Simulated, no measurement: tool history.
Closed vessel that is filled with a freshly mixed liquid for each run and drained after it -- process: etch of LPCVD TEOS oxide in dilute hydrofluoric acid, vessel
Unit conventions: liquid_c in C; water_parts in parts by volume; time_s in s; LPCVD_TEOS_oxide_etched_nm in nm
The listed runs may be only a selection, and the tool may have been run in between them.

run 1 day=0.000 | liquid_c=24.0 water_parts=210 time_s=320 | LPCVD_TEOS_oxide_etched_nm=25.189
run 2 day=0.050 | liquid_c=24.0 water_parts=210 time_s=255 | LPCVD_TEOS_oxide_etched_nm=20.018
run 3 day=0.192 | liquid_c=21.0 water_parts=210 time_s=255 | LPCVD_TEOS_oxide_etched_nm=18.025
run 4 day=0.492 | liquid_c=21.0 water_parts=210 time_s=255 | LPCVD_TEOS_oxide_etched_nm=17.810
run 5 day=0.808 | liquid_c=21.0 water_parts=210 time_s=320 | LPCVD_TEOS_oxide_etched_nm=22.476
run 6 day=1.171 | liquid_c=21.0 water_parts=210 time_s=255 | LPCVD_TEOS_oxide_etched_nm=17.978
run 7 day=1.354 | liquid_c=24.5 water_parts=175 time_s=255 | LPCVD_TEOS_oxide_etched_nm=25.460
run 8 day=1.575 | liquid_c=27.0 water_parts=145 time_s=255 | LPCVD_TEOS_oxide_etched_nm=34.904
run 9 day=1.804 | liquid_c=28.5 water_parts=130 time_s=255 | LPCVD_TEOS_oxide_etched_nm=42.160
run 10 day=2.179 | liquid_c=29.5 water_parts=125 time_s=255 | LPCVD_TEOS_oxide_etched_nm=45.704

For run 11, what comes out?
run 11 day=2.333 | liquid_c=32.0 water_parts=110 time_s=255 | LPCVD_TEOS_oxide_etched_nm=?

{"run 11": {"LPCVD_TEOS_oxide_etched_nm": 57.977}}

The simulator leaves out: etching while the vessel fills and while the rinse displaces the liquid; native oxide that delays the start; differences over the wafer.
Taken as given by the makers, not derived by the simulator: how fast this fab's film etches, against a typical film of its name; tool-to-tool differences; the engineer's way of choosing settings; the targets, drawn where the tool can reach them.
